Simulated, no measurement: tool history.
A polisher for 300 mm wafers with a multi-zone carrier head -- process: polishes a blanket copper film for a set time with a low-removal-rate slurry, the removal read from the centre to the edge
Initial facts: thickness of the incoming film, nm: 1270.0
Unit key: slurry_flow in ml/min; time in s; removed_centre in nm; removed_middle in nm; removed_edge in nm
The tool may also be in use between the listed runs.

| run | hour | slurry_flow | centre_zone | middle_zone | edge_zone | slurry_solids | time | removed_centre | removed_middle | removed_edge |
|---|---|---|---|---|---|---|---|---|---|---|
| 1 | 0.0 | 225 | 1.00 | 1.00 | 1.00 | 1.00 | 58 | 270.84 | 262.91 | 278.94 |
| 2 | 5.2 | 225 | 1.08 | 1.00 | 1.00 | 1.00 | 58 | 292.73 | 268.99 | 278.52 |
| 3 | 12.5 | 240 | 1.07 | 1.04 | 1.01 | 1.10 | 59 | 304.47 | 284.41 | 293.97 |
| 4 | 18.7 | 235 | 1.04 | 1.07 | 0.97 | 1.15 | 62 | 318.92 | 313.14 | 311.47 |
|  | 21.8 | slurry nozzle cleaned |
| 5 | 21.8 | 235 | 1.02 | 1.10 | 0.94 | 1.20 | 63 | 335.99 | 342.76 | 322.58 |
| 6 | 30.0 | 240 | 1.00 | 1.12 | 0.94 | 1.25 | 63 | 330.05 | 361.92 | 328.83 |

Run 7 has not been measured yet. What should we expect?
| 7 | 32.6 | 305 | 1.02 | 1.18 | 1.04 | 1.35 | 63 | ? | ? | ? |

{"run 7": {"removed_centre": 354.6, "removed_middle": 383.55, "removed_edge": 357.95}}
